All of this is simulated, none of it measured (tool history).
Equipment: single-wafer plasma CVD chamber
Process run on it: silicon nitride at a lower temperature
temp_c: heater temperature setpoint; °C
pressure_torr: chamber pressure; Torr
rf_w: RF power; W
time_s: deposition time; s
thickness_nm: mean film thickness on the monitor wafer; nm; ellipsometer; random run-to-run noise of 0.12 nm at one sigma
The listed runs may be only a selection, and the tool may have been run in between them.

| run | hour | temp_c | pressure_torr | rf_w | time_s | thickness_nm |
|---|---|---|---|---|---|---|
| 1 | 0 | 350 | 1.87 | 300 | 25.7 | 30.923 |
| 2 | 7 | 350 | 1.59 | 300 | 25.7 | 29.076 |
| 3 | 13.6 | 350 | 1.87 | 300 | 25.7 | 30.922 |
| 4 | 22.3 | 350 | 2.02 | 300 | 25.7 | 31.762 |
| 5 | 30.4 | 350 | 2.08 | 300 | 25.7 | 32.006 |
| 6 | 32.3 | 350 | 2.13 | 300 | 25.7 | 32.109 |

What does the tool deliver on the next run?
| 7 | 38.1 | 350 | 2.18 | 300 | 25.7 | ? |

thickness_nm: 32.309 nm

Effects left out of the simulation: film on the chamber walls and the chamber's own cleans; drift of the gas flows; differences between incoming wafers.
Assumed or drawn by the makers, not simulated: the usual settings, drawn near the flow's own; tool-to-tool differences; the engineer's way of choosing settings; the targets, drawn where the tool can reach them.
